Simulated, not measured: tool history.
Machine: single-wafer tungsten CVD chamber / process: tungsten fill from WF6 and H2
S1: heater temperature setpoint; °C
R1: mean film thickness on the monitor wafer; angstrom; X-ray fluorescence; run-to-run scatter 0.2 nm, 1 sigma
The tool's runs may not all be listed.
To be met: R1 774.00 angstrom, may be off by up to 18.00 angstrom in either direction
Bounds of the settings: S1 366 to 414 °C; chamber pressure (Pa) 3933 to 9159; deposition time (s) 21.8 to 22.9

run 1 hour=0.0 | S1=390 chamber_pressure_(Pa)=6546 deposition_time_(s)=22.9 | R1=674.17
run 2 hour=3.1 | S1=390 chamber_pressure_(Pa)=6546 deposition_time_(s)=22.9 | R1=675.21
run 3 hour=7.5 | S1=383 chamber_pressure_(Pa)=6546 deposition_time_(s)=22.9 | R1=599.26
run 4 hour=16.2 | S1=383 chamber_pressure_(Pa)=6546 deposition_time_(s)=21.8 | R1=569.64
run 5 hour=23.8 | S1=383 chamber_pressure_(Pa)=6546 deposition_time_(s)=22.9 | R1=596.64
run 6 hour=31.2 | S1=383 chamber_pressure_(Pa)=5426 deposition_time_(s)=22.9 | R1=572.30
run 7 hour=39.8 | S1=386 chamber_pressure_(Pa)=5453 deposition_time_(s)=22.9 | R1=601.22
run 8 hour=46.5 | S1=388 chamber_pressure_(Pa)=5480 deposition_time_(s)=22.9 | R1=622.81
run 9 hour=55.1 | S1=390 chamber_pressure_(Pa)=5506 deposition_time_(s)=22.9 | R1=641.64
run 10 hour=63.1 | S1=392 chamber_pressure_(Pa)=5533 deposition_time_(s)=22.9 | R1=668.98
run 11 hour=70.6 | S1=393 chamber_pressure_(Pa)=5546 deposition_time_(s)=22.9 | R1=678.10
run 12 hour=76.4 | S1=394 chamber_pressure_(Pa)=5560 deposition_time_(s)=22.9 | R1=688.09

Below are 5 possible settings for the next run. Only one of them brings all results inside the allowed miss of their targets. Which is it?
run A hour=82.2 | S1=385 chamber_pressure_(Pa)=7453 deposition_time_(s)=21.8 | R1=?
run B hour=82.2 | S1=389 chamber_pressure_(Pa)=5080 deposition_time_(s)=21.8 | R1=?
run C hour=82.2 | S1=403 chamber_pressure_(Pa)=5693 deposition_time_(s)=21.8 | R1=?
run D hour=82.2 | S1=387 chamber_pressure_(Pa)=5613 deposition_time_(s)=21.8 | R1=?
run E hour=82.2 | S1=386 chamber_pressure_(Pa)=6573 deposition_time_(s)=21.8 | R1=?

move=A R1=607.75
move=B R1=588.18
move=C R1=762.74
move=D R1=582.70
move=E R1=597.22
A: misses by more than the last run did
B: misses by more than the last run did
C: meets every target
D: misses by more than the last run did
E: misses by more than the last run did
C is the move that brings every result within its allowed miss.
